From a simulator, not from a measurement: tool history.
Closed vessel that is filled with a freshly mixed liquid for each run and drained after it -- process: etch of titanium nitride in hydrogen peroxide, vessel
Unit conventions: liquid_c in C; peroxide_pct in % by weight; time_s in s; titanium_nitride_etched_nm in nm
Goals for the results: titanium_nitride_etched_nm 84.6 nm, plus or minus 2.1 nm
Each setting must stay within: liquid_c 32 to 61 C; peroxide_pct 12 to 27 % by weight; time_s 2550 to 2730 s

run,day,liquid_c,peroxide_pct,time_s,titanium_nitride_etched_nm
1,0,45,18,2550,42.973
2,0.183,45,18,2730,46.71
3,0.442,45,18,2730,46.322
4,0.554,45,20.5,2730,47.707
5,0.929,49.5,20.5,2730,66.756
6,1.083,50.5,20.5,2730,71.324
7,1.279,51,20.5,2730,74.032
8,1.679,51.5,20.5,2730,76.772
9,1.983,52,20.5,2730,79.987
10,2.217,52.5,20.5,2730,82.462

5 candidate next runs follow, results not yet known. Just one meets every target within its allowed miss. Identify it.
A,2.45,52.5,16.5,2730,?
B,2.45,53.5,21.5,2730,?
C,2.45,54,24.5,2565,?
D,2.45,53,21,2720,?
E,2.45,52.5,23.5,2550,?

move,titanium_nitride_etched_nm
A,78.794
B,89.5
C,89.611
D,85.636
E,79.388
A: lands further from the targets than the last run did
B: the result that was furthest off in the last run now lies on the other side of its target
C: the result that was furthest off in the last run now lies on the other side of its target
D: all results land within tolerance of their targets
E: lands further from the targets than the last run did
Move D is the one to make.
